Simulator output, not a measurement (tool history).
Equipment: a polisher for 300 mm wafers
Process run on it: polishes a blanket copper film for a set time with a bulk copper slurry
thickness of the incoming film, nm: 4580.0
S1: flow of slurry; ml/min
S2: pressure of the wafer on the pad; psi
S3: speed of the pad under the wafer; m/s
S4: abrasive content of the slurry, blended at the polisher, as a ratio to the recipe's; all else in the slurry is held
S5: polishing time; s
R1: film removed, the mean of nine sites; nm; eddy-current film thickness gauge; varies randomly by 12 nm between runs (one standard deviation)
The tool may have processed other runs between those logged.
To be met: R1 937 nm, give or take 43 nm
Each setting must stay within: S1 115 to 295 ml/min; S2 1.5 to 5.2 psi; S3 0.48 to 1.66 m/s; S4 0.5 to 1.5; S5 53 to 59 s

{"run": 1, "hour": 0.0, "S1": 190, "S2": 3.3, "S3": 1.06, "S4": 1, "S5": 59, "R1": 633.68}
{"run": 2, "hour": 8.7, "S1": 190, "S2": 3.5, "S3": 1.06, "S4": 1, "S5": 59, "R1": 680.44}
{"run": 3, "hour": 9.7, "S1": 190, "S2": 3.5, "S3": 0.9, "S4": 1, "S5": 59, "R1": 597.27}
{"run": 4, "hour": 10.6, "S1": 190, "S2": 3.7, "S3": 0.9, "S4": 1, "S5": 59, "R1": 625.17}
{"run": 5, "hour": 14.2, "S1": 190, "S2": 3.7, "S3": 1.08, "S4": 1, "S5": 59, "R1": 704.01}
{"run": 6, "hour": 22.3, "S1": 190, "S2": 3.7, "S3": 1.08, "S4": 1.1, "S5": 59, "R1": 735.22}
{"run": 7, "hour": 29.7, "S1": 190, "S2": 3.9, "S3": 1.08, "S4": 1.1, "S5": 59, "R1": 757.2}
{"run": 8, "hour": 36.9, "S1": 190, "S2": 4.1, "S3": 1.08, "S4": 1.1, "S5": 59, "R1": 801.14}
{"run": 9, "hour": 38.7, "S1": 190, "S2": 4.2, "S3": 1.08, "S4": 1.1, "S5": 59, "R1": 791.05}
{"run": 10, "hour": 41.1, "S1": 190, "S2": 4.3, "S3": 1.08, "S4": 1.1, "S5": 59, "R1": 825.98}
{"run": 11, "hour": 47.6, "S1": 190, "S2": 4.4, "S3": 1.08, "S4": 1.1, "S5": 59, "R1": 819.94}
{"run": 12, "hour": 50.9, "S1": 190, "S2": 4.5, "S3": 1.08, "S4": 1.1, "S5": 59, "R1": 855.69}

Exercise: of the 5 proposed moves below, exactly one satisfies all targets within the stated allowed misses. Which move is it?
{"run": "A", "hour": 54.2, "S1": 210, "S2": 5.1, "S3": 1.28, "S4": 1.25, "S5": 54, "R1": "?"}
{"run": "B", "hour": 54.2, "S1": 175, "S2": 4.9, "S3": 1.32, "S4": 1.2, "S5": 59, "R1": "?"}
{"run": "C", "hour": 54.2, "S1": 180, "S2": 4.1, "S3": 1.12, "S4": 1.15, "S5": 58, "R1": "?"}
{"run": "D", "hour": 54.2, "S1": 175, "S2": 4.8, "S3": 1.16, "S4": 1.05, "S5": 59, "R1": "?"}
{"run": "E", "hour": 54.2, "S1": 205, "S2": 5, "S3": 1, "S4": 1.1, "S5": 55, "R1": "?"}

move=A R1=1007.8
move=B R1=1056.9
move=C R1=790.94
move=D R1=920.88
move=E R1=823.56
A: the result that was furthest off in the last run now lies on the other side of its target
B: the result that was furthest off in the last run now lies on the other side of its target
C: lands further from the targets than the last run did
D: each result inside its tolerance
E: lands further from the targets than the last run did
D is the move that brings every result within its allowed miss.
